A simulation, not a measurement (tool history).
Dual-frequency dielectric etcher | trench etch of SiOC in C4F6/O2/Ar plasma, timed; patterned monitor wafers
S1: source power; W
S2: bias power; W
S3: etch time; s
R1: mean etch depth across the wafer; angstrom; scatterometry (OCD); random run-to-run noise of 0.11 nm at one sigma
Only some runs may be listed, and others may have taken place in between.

Run 1, day 0.000: S1 420 W, S2 140 W, S3 17.5 s. Result: R1 334.05 angstrom.
Run 2, day 0.262: S1 450 W, S2 145 W, S3 17.5 s. Result: R1 352.44 angstrom.
Run 3, day 0.471: S1 450 W, S2 159 W, S3 17.5 s. Result: R1 363.77 angstrom.
Run 4, day 0.529: S1 470 W, S2 160 W, S3 17.5 s. Result: R1 373.56 angstrom.
Run 5, day 0.633: S1 470 W, S2 160 W, S3 17.5 s. Result: R1 372.23 angstrom.
Run 6, day 0.896: S1 480 W, S2 161 W, S3 17.5 s. Result: R1 379.27 angstrom.
Run 7, day 1.129: S1 490 W, S2 162 W, S3 17.5 s. Result: R1 382.70 angstrom.
Run 8, day 1.304: S1 500 W, S2 163 W, S3 17.5 s. Result: R1 389.04 angstrom.

Run 9 has not been measured yet. What should we expect?
Run 9, day 1.504: S1 510 W, S2 163 W, S3 17.5 s. Result: R1 ?.

Run 9 gave R1 393.77 angstrom.
